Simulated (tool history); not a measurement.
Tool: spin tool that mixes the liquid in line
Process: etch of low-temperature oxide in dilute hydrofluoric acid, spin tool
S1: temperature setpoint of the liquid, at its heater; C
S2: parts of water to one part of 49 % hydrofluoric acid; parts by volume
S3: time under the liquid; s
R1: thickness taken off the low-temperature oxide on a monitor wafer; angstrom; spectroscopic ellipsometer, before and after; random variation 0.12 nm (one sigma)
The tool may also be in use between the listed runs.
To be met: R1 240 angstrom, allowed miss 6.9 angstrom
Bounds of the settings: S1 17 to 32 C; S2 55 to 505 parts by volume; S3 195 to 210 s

run  hour    S1   S2   S3      R1
  1     0    24  280  195   123.8
  2   6.3    24  280  210  133.14
  3  10.2    24  235  210  166.12
  4  13.9    24  235  195  153.79
  5    20  24.5  230  195  161.54
  6  26.1  24.5  130  195   317.4
  7  31.9    24  130  195  314.28
  8  35.5  23.5  130  195  307.66
  9  42.9    23  130  195  298.17
 10    48  22.5  130  195   294.6
 11  51.9    22  130  195  286.07
 12  53.9  21.5  130  195  281.29
     59.1  -- hydrofluoric acid flow meter replaced
 13  59.1    21  130  195  256.48
 14    61  20.5  130  195  252.98

4 next moves are on the table. One of them brings every result within its allowed miss. Which?
  A  62.9    20  120  200   ?
  B  62.9  22.5  140  210   ?
  C  62.9  20.5  140  200   ?
  D  62.9    20  125  195   ?

move      R1
   A  279.84
   B  272.15
   C  239.52
   D  260.52
A: further off than the last run
B: further off than the last run
C: meets every target
D: further off than the last run
The right move is C.

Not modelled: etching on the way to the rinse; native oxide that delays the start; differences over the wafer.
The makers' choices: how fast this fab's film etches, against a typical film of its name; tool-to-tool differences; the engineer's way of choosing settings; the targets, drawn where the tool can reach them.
